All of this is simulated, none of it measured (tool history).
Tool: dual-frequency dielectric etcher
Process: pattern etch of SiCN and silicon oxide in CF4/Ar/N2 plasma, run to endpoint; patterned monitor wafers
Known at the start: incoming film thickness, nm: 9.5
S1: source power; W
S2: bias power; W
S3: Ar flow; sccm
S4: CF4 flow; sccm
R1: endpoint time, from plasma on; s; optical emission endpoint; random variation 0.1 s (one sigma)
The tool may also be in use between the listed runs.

run	day	S1	S2	S3	S4	R1
1	0	440	70	133	48	12.234
2	0.308	420	70	133	48	12.787
3	0.671	420	70	133	51	12.682
4	0.858	400	70	133	51	13.282
5	1.054	400	70	133	56	12.947
6	1.258	390	70	133	56	13.391
7	1.371	300	69	133	56	18.652
8	1.562	310	69	133	56	17.837

Run 9 comes next. What will it give?
9	1.688	320	69	133	56	?

R1: 16.952 s
